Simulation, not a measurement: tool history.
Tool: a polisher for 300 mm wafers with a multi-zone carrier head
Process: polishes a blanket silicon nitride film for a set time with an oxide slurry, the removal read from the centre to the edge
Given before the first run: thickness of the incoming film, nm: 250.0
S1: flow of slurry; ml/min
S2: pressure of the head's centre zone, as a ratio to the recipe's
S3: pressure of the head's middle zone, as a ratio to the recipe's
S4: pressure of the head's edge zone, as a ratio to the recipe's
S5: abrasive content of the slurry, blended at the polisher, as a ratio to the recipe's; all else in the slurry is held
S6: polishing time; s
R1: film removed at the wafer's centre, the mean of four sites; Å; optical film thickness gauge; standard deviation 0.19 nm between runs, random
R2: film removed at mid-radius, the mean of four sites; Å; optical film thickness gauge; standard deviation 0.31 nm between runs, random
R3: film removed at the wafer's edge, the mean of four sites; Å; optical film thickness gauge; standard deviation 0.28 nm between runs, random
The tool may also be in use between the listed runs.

run 1 hour=0.0 | S1=175 S2=1.00 S3=1.00 S4=1.00 S5=1.0 S6=37 | R1=241.02 R2=239.15 R3=227.13
run 2 hour=2.5 | S1=170 S2=0.98 S3=1.02 S4=0.98 S5=1.0 S6=37 | R1=235.96 R2=248.27 R3=220.83
run 3 hour=4.1 | S1=190 S2=0.98 S3=1.02 S4=0.98 S5=1.0 S6=37 | R1=236.42 R2=251.38 R3=225.23
run 4 hour=8.8 | S1=185 S2=0.96 S3=1.02 S4=0.97 S5=1.0 S6=37 | R1=234.38 R2=250.41 R3=226.20
run 5 hour=13.2 | S1=180 S2=0.95 S3=1.03 S4=0.96 S5=1.0 S6=37 | R1=230.30 R2=257.44 R3=221.13
run 6 hour=19.3 | S1=175 S2=0.94 S3=1.03 S4=0.96 S5=1.0 S6=37 | R1=229.31 R2=253.65 R3=220.23

Run 7 has not been measured yet. What should we expect?
-- hour=27.3 worn pad replaced by a new one
run 7 hour=27.3 | S1=170 S2=0.93 S3=1.03 S4=0.96 S5=1.0 S6=37 | R1=? R2=? R3=?

Run 7 produced R1 243.88 Å, R2 277.10 Å, R3 244.97 Å.
